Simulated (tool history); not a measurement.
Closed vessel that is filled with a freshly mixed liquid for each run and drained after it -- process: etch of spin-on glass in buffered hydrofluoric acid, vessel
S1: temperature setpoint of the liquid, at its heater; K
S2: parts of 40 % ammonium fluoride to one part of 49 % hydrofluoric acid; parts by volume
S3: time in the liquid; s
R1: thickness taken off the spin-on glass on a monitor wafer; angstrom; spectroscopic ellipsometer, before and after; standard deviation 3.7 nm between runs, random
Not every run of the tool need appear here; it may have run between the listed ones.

Run 1, hour 0.0: S1 295.15 K, S2 9.0 parts by volume, S3 105 s. Result: R1 2129.5 angstrom.
Run 2, hour 1.5: S1 295.15 K, S2 9.0 parts by volume, S3 110 s. Result: R1 2232.3 angstrom.
Run 3, hour 4.7: S1 295.15 K, S2 7.5 parts by volume, S3 110 s. Result: R1 2692.1 angstrom.
Run 4, hour 11.3: S1 297.65 K, S2 7.5 parts by volume, S3 110 s. Result: R1 3084.4 angstrom.
Run 5, hour 14.4: S1 298.65 K, S2 7.5 parts by volume, S3 110 s. Result: R1 3248.9 angstrom.
Run 6, hour 16.7: S1 298.65 K, S2 7.5 parts by volume, S3 105 s. Result: R1 3103.3 angstrom.
Run 7, hour 22.5: S1 299.65 K, S2 7.5 parts by volume, S3 105 s. Result: R1 3299.0 angstrom.
Run 8, hour 24.8: S1 300.15 K, S2 7.5 parts by volume, S3 105 s. Result: R1 3397.1 angstrom.
Run 9, hour 31.2: S1 300.65 K, S2 7.5 parts by volume, S3 105 s. Result: R1 3451.5 angstrom.
Run 10, hour 35.0: S1 301.15 K, S2 7.5 parts by volume, S3 105 s. Result: R1 3516.0 angstrom.

What will run 11 give?
Run 11, hour 40.0: S1 301.65 K, S2 7.5 parts by volume, S3 105 s. Result: R1 ?.

R1: 3702.7 angstrom
